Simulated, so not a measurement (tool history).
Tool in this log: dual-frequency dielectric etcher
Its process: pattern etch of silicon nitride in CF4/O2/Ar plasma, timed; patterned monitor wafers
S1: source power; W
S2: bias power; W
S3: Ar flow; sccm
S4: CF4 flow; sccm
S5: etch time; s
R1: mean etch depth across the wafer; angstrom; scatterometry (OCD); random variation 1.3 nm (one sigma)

Run 1, day 0.000: S1 480 W, S2 62 W, S3 73 sccm, S4 109 sccm, S5 117 s. Result: R1 2525.7 angstrom.
Run 2, day 0.254: S1 480 W, S2 62 W, S3 73 sccm, S4 128 sccm, S5 117 s. Result: R1 2577.9 angstrom.
Run 3, day 0.329: S1 460 W, S2 62 W, S3 73 sccm, S4 128 sccm, S5 117 s. Result: R1 2532.4 angstrom.
Run 4, day 0.579: S1 460 W, S2 62 W, S3 62 sccm, S4 128 sccm, S5 117 s. Result: R1 2543.7 angstrom.
Run 5, day 0.646: S1 460 W, S2 62 W, S3 68 sccm, S4 128 sccm, S5 117 s. Result: R1 2578.5 angstrom.
Run 6, day 0.762: S1 440 W, S2 62 W, S3 68 sccm, S4 128 sccm, S5 117 s. Result: R1 2492.4 angstrom.
Run 7, day 1.075: S1 420 W, S2 62 W, S3 68 sccm, S4 128 sccm, S5 117 s. Result: R1 2405.2 angstrom.
Run 8, day 1.283: S1 410 W, S2 62 W, S3 68 sccm, S4 128 sccm, S5 117 s. Result: R1 2385.2 angstrom.

The next listed run, before its measurement:
Run 9, day 1.367: S1 400 W, S2 62 W, S3 68 sccm, S4 128 sccm, S5 117 s. Result: R1 ?.

{"run 9": {"R1": 2335.0}}
